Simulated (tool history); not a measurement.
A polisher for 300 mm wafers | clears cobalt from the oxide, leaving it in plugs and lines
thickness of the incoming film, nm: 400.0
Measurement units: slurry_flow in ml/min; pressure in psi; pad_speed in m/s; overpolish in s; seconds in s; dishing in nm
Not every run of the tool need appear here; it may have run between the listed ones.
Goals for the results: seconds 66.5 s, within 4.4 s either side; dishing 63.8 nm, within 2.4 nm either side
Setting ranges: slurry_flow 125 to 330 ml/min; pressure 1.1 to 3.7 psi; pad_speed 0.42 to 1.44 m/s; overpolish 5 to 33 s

run	day	slurry_flow	pressure	pad_speed	overpolish	seconds	dishing
1	0	210	2.4	0.92	17	84.768	49.561
2	0.358	210	2.5	0.92	18	79.735	53.393
3	0.446	210	2.5	0.72	18	101.28	46.641
4	0.592	210	1.9	0.72	18	135.08	39.703
5	0.712	210	1.9	0.5	18	185.7	29.47
6	1.058	210	1.4	0.5	18	250.81	23.666
7	1.092	210	1.4	0.5	18	248.19	23.802
8	1.246	210	2	0.5	18	177.28	30.82
9	1.288	210	2.4	0.52	18	141.99	36.749
10	1.546	210	2.7	0.54	18	125.64	40.85
11	1.771	210	3	0.58	18	104.93	46.048
12	2.146	210	3.2	0.62	18	94.171	47.8
13	2.412	210	3.3	0.66	18	85.057	51.884
14	2.454	210	3.4	0.68	18	80.12	53.091
15	2.588	210	3.5	0.7	19	76	56.369
16	2.738	210	3.6	0.72	19	72.64	58.069
17	2.954	210	3.6	0.74	19	71.295	58.151
18	3.183	210	3.7	0.76	20	67.394	61.263

Consider the 5 candidate settings below. Which is the only one whose results all fall within their allowed miss of target?
A	3.412	260	3.5	0.78	23	?	?
B	3.412	285	3.6	0.68	21	?	?
C	3.412	205	3.7	0.7	18	?	?
D	3.412	225	3.4	0.86	17	?	?
E	3.412	235	3.4	0.76	20	?	?

move	seconds	dishing
A	70.033	64.858
B	77.117	60.02
C	75.341	56.341
D	66.47	58.224
E	74.581	59.579
A: all results in spec
B: lands further from the targets than the last run did
C: lands further from the targets than the last run did
D: lands further from the targets than the last run did
E: lands further from the targets than the last run did
A is the move that brings every result within its allowed miss.
